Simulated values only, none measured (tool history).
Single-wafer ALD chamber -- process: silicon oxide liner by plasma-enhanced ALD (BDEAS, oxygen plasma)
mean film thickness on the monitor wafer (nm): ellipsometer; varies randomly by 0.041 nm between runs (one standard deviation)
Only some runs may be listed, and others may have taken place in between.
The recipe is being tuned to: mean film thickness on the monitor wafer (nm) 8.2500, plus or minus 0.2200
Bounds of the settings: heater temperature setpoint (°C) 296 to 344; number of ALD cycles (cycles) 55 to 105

| run | hour | heater temperature setpoint (°C) | number of ALD cycles (cycles) | mean film thickness on the monitor wafer (nm) |
|---|---|---|---|---|
| 1 | 0.0 | 320 | 80 | 7.1024 |
| 2 | 8.3 | 320 | 74 | 6.5301 |
| 3 | 12.5 | 309 | 74 | 6.6551 |
| 4 | 17.8 | 309 | 76 | 6.7917 |
| 5 | 26.7 | 309 | 78 | 7.0432 |
|  | 30.7 | thermocouple changed; heater temperature recalibrated |
| 6 | 30.7 | 309 | 79 | 7.0943 |
| 7 | 38.6 | 309 | 81 | 7.2520 |
| 8 | 47.2 | 309 | 82 | 7.3889 |
| 9 | 52.2 | 309 | 83 | 7.4597 |
| 10 | 58.2 | 309 | 84 | 7.5298 |
| 11 | 62.8 | 309 | 85 | 7.6129 |
| 12 | 68.9 | 309 | 86 | 7.8105 |
| 13 | 77.1 | 309 | 87 | 7.8467 |

Which of these 5 next moves meets every target?
| A | 85.3 | 308 | 84 | ? |
| B | 85.3 | 308 | 92 | ? |
| C | 85.3 | 311 | 86 | ? |
| D | 85.3 | 310 | 86 | ? |
| E | 85.3 | 312 | 99 | ? |

| move | mean film thickness on the monitor wafer (nm) |
|---|---|
| A | 7.6020 |
| B | 8.3260 |
| C | 7.7454 |
| D | 7.7579 |
| E | 8.9018 |
A: its largest miss is bigger than the last run's
B: every result within its allowed miss
C: its largest miss is bigger than the last run's
D: its largest miss is bigger than the last run's
E: carries the result that was furthest off beyond its target, to the other side
Go with B: it meets all targets.
